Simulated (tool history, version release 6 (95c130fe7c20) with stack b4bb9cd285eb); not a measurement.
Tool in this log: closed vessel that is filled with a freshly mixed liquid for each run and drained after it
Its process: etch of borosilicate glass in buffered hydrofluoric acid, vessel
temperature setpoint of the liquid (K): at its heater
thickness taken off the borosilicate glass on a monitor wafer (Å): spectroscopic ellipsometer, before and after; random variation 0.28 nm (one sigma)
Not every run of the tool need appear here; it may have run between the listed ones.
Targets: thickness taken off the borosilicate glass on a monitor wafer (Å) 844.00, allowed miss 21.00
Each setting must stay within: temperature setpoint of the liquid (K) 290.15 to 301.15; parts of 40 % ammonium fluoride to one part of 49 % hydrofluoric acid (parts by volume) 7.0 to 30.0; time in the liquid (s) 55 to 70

run	day	temperature setpoint of the liquid (K)	parts of 40 % ammonium fluoride to one part of 49 % hydrofluoric acid (parts by volume)	time in the liquid (s)	thickness taken off the borosilicate glass on a monitor wafer (Å)
1	0.000	293.15	20.0	70	340.67
2	0.279	293.15	22.5	70	313.63
3	0.538	294.65	22.5	70	338.42
4	0.762	294.65	22.5	55	267.55
5	1.029	294.65	24.5	55	252.86
6	1.204	296.65	19.5	60	359.24
7	1.446	298.15	16.0	65	514.50
8	1.654	301.15	10.0	65	965.45
9	1.762	299.15	10.0	65	868.09

Of the 4 settings listed for the next run, only one would bring every result within its allowed miss of target. Which one?
A	1.871	296.15	7.0	55	?
B	1.871	300.15	10.0	60	?
C	1.871	299.65	12.0	70	?
D	1.871	301.15	11.5	70	?

move	thickness taken off the borosilicate glass on a monitor wafer (Å)
A	883.88
B	844.41
C	801.79
D	904.69
A: the biggest miss grows against the last run
B: hits every target within its allowed miss
C: takes the biggest miss from the last run beyond its target
D: the biggest miss grows against the last run
B meets every target.
